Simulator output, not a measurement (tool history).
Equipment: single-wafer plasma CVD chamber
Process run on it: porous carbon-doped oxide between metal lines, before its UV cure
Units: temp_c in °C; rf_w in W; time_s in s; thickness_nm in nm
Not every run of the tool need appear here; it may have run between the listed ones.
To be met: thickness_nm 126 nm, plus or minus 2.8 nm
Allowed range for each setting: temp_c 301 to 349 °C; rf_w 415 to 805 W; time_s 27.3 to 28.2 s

Run 1, hour 0: temp_c 325 °C, rf_w 610 W, time_s 27.3 s. Result: thickness_nm 141.62 nm.
Run 2, hour 8.3: temp_c 331 °C, rf_w 610 W, time_s 27.3 s. Result: thickness_nm 137.82 nm.
Run 3, hour 16.3: temp_c 331 °C, rf_w 610 W, time_s 28.2 s. Result: thickness_nm 141.56 nm.
Run 4, hour 18.1: temp_c 333 °C, rf_w 605 W, time_s 28.2 s. Result: thickness_nm 140.54 nm.
Run 5, hour 23.6: temp_c 343 °C, rf_w 605 W, time_s 28.2 s. Result: thickness_nm 135.14 nm.
Run 6, hour 24.5: temp_c 344 °C, rf_w 600 W, time_s 28.2 s. Result: thickness_nm 133.53 nm.
Run 7, hour 30.6: temp_c 344 °C, rf_w 595 W, time_s 28.2 s. Result: thickness_nm 133.69 nm.
Run 8, hour 32.2: temp_c 344 °C, rf_w 590 W, time_s 28.2 s. Result: thickness_nm 132.14 nm.
Run 9, hour 40.3: temp_c 344 °C, rf_w 585 W, time_s 28.2 s. Result: thickness_nm 131.25 nm.
Run 10, hour 41: temp_c 344 °C, rf_w 580 W, time_s 28.2 s. Result: thickness_nm 130.99 nm.
Run 11, hour 47.2: temp_c 344 °C, rf_w 575 W, time_s 28.2 s. Result: thickness_nm 129.76 nm.

Which of these 4 next moves meets every target?
Run A, hour 53.4: temp_c 325 °C, rf_w 510 W, time_s 27.3 s. Result: thickness_nm ?.
Run B, hour 53.4: temp_c 345 °C, rf_w 610 W, time_s 27.6 s. Result: thickness_nm ?.
Run C, hour 53.4: temp_c 343 °C, rf_w 530 W, time_s 27.3 s. Result: thickness_nm ?.
Run D, hour 53.4: temp_c 344 °C, rf_w 580 W, time_s 28.2 s. Result: thickness_nm ?.

move  thickness_nm
   A        126.74
   B        131.74
   C        120.63
   D        130.97
A: all results in spec
B: the biggest miss grows against the last run
C: the result that was furthest off in the last run now lies on the other side of its target
D: the biggest miss grows against the last run
Go with A: it meets all targets.
